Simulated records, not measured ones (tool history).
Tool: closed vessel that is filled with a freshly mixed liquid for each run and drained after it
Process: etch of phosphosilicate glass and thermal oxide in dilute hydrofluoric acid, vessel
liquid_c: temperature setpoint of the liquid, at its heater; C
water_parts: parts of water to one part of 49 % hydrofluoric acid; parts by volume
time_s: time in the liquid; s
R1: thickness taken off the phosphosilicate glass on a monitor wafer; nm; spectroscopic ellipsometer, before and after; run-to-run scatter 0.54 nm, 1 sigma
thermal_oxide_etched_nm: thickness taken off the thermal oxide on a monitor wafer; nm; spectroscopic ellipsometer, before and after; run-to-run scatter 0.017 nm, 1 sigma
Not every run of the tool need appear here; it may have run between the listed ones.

Run 1, hour 0.0: liquid_c 21.0 C, water_parts 70 parts by volume, time_s 60 s. Result: R1 115.700 nm, thermal_oxide_etched_nm 3.9046 nm.
Run 2, hour 5.9: liquid_c 20.5 C, water_parts 75 parts by volume, time_s 60 s. Result: R1 103.830 nm, thermal_oxide_etched_nm 3.4842 nm.
Run 3, hour 10.0: liquid_c 20.0 C, water_parts 80 parts by volume, time_s 60 s. Result: R1 95.902 nm, thermal_oxide_etched_nm 3.1664 nm.
Run 4, hour 13.7: liquid_c 20.0 C, water_parts 85 parts by volume, time_s 60 s. Result: R1 89.583 nm, thermal_oxide_etched_nm 3.0440 nm.
Run 5, hour 22.1: liquid_c 21.5 C, water_parts 85 parts by volume, time_s 60 s. Result: R1 96.254 nm, thermal_oxide_etched_nm 3.2133 nm.
Run 6, hour 30.1: liquid_c 21.5 C, water_parts 75 parts by volume, time_s 60 s. Result: R1 109.700 nm, thermal_oxide_etched_nm 3.6778 nm.
Run 7, hour 35.6: liquid_c 21.0 C, water_parts 80 parts by volume, time_s 60 s. Result: R1 101.100 nm, thermal_oxide_etched_nm 3.3823 nm.

Run 8 is up next; what results do you expect?
Run 8, hour 42.8: liquid_c 20.5 C, water_parts 85 parts by volume, time_s 60 s. Result: R1 ?, thermal_oxide_etched_nm ?.

Run 8 came out at R1 89.502 nm, thermal_oxide_etched_nm 3.0680 nm.
